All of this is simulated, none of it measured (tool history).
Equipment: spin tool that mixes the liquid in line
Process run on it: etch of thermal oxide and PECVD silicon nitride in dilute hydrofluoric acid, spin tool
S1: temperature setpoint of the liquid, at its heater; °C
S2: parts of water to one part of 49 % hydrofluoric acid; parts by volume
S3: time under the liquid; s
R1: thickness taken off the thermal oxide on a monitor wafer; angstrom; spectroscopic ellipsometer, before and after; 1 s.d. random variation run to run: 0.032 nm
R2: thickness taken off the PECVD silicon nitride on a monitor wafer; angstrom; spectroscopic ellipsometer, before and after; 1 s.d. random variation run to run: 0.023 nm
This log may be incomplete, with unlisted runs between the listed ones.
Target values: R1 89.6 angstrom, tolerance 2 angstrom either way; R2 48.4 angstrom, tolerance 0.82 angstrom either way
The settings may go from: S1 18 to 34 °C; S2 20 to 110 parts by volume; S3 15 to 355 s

run	day	S1	S2	S3	R1	R2
1	0	26	60	180	144.03	64.029
2	0.133	29	60	180	160.75	76.862
3	0.192	29	75	180	126.74	61.666
4	0.467	29	80	180	117.92	58.224
5	0.629	29	85	180	109.22	55.114
6	0.846	27.5	85	180	103.01	49.457
7	0.933	31	105	190	98.189	52.589
8	1.146	31	110	190	93.52	50.095
9	1.179	31	110	190	93.337	50.139

Of the 5 settings listed for the next run, only one would bring every result within its allowed miss of target. Which one?
A	1.212	31.5	100	160	?	?
B	1.212	30	100	185	?	?
C	1.212	29.5	100	185	?	?
D	1.212	31.5	100	170	?	?
E	1.212	33	95	150	?	?

move	R1	R2
A	89.285	48.359
B	97.628	50.922
C	95.81	49.346
D	94.865	51.382
E	93.809	52.383
A: each result inside its tolerance
B: the biggest miss grows against the last run
C: the biggest miss grows against the last run
D: the biggest miss grows against the last run
E: the biggest miss grows against the last run
So the answer is move A, the one that meets all the targets.
